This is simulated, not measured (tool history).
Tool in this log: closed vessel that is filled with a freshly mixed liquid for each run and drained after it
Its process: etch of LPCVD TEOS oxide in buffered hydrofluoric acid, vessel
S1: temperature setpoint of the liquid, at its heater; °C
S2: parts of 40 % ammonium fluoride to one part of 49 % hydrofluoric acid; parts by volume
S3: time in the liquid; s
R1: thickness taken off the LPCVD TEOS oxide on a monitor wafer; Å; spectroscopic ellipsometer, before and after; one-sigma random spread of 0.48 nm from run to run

run,hour,S1,S2,S3,R1
1,0,23,19.5,95,1588.6
2,7.2,23,22,95,1448
3,8.4,23,22,105,1597.3
4,11.4,23,16.5,105,2067
5,14.6,21.5,18,105,1738.9
6,17,21.5,22.5,105,1457.4
7,24.5,20.5,22.5,105,1378.2

Run 8 is up next; what results do you expect?
8,26.6,17.5,22.5,105,?

{"run 8": {"R1": 1153.3}}
